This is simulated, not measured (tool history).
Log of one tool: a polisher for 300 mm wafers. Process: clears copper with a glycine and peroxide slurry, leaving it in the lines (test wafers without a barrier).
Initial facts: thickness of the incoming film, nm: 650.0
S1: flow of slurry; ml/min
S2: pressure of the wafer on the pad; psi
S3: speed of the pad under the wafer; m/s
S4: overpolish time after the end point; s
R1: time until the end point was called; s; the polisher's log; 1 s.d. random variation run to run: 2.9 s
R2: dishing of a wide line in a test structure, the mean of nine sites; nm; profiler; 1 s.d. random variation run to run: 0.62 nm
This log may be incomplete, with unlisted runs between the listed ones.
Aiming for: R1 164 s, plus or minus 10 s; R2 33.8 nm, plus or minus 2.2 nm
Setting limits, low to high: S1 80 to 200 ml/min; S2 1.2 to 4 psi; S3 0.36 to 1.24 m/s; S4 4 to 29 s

run,hour,S1,S2,S3,S4,R1,R2
1,0,130,2.6,0.8,15,137,45.901
2,4,130,2.6,1,15,115.47,52.066
3,9.7,130,2,1,15,145.95,44.586
4,17,130,2,1.14,15,131.76,47.344
5,19.5,130,1.9,1.14,15,138.35,45.917
6,26.3,130,1.8,1.14,15,144.23,45.385
7,35,130,1.4,1.12,11,170.05,28.697
8,42.6,130,1.4,1.12,12,169.84,30.969

4 next moves are on the table. One of them brings every result within its allowed miss. Which?
A,50.2,110,1.4,1.02,14,?,?
B,50.2,135,1.9,0.9,12,?,?
C,50.2,110,1.3,1.1,17,?,?
D,50.2,120,1.5,1.14,15,?,?

move,R1,R2
A,190.97,31.89
B,159.73,32.975
C,190.78,37.432
D,163.98,38.414
A: gets the furthest-off result to its target, but another result is out of tolerance
B: every result lands within tolerance
C: takes the biggest miss from the last run beyond its target
D: takes the biggest miss from the last run beyond its target
The right move is B.
